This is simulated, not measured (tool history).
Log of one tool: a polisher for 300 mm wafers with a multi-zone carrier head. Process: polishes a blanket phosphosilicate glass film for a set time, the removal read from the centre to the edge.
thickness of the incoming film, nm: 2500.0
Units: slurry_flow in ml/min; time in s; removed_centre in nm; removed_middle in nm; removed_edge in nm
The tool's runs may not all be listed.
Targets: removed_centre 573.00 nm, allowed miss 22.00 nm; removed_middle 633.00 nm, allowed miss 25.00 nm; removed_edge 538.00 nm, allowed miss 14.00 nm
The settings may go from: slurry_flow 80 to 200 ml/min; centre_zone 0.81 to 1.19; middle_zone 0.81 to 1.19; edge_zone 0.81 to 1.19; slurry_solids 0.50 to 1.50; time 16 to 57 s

run,day,slurry_flow,centre_zone,middle_zone,edge_zone,slurry_solids,time,removed_centre,removed_middle,removed_edge
1,0.000,130,1.00,1.00,1.00,1.00,36,440.78,442.09,426.25
2,0.192,130,1.06,1.00,1.00,1.00,36,461.09,440.54,427.08
3,0.512,130,1.14,1.00,1.00,1.00,36,504.13,446.66,422.84
4,0.629,130,1.14,1.00,0.97,1.00,36,494.51,444.96,423.27
5,0.946,130,1.14,1.00,0.97,1.00,32,445.16,393.19,372.72
6,1.312,130,1.14,0.96,0.97,1.00,32,445.01,382.70,372.02
7,1.404,140,1.11,1.01,0.99,1.10,32,465.10,414.84,393.67
8,1.483,140,1.08,1.05,0.99,1.20,33,478.96,463.82,420.46
9,1.671,145,1.07,1.08,1.02,1.25,34,498.24,492.93,454.71
10,1.783,150,1.06,1.11,1.02,1.30,34,501.39,517.72,463.52
11,2.108,155,1.06,1.13,1.03,1.35,34,519.00,535.13,470.27

Which of these 5 next moves meets every target?
A,2.433,150,1.01,1.19,0.82,1.45,41,?,?,?
B,2.433,115,1.03,1.19,0.96,1.50,40,?,?,?
C,2.433,155,1.19,1.03,1.05,1.50,34,?,?,?
D,2.433,145,1.19,0.86,1.05,1.50,34,?,?,?
E,2.433,145,1.02,1.01,1.12,1.35,39,?,?,?

move,removed_centre,removed_middle,removed_edge
A,604.22,668.39,534.73
B,568.05,621.16,536.71
C,601.88,509.93,496.58
D,592.43,446.80,492.81
E,560.76,549.00,558.40
A: brings the result that was furthest off to its target, and leaves another outside
B: meets every target
C: as far off as the last run
D: further off than the last run
E: takes the result that was furthest off past its target
Move B is the one to make.

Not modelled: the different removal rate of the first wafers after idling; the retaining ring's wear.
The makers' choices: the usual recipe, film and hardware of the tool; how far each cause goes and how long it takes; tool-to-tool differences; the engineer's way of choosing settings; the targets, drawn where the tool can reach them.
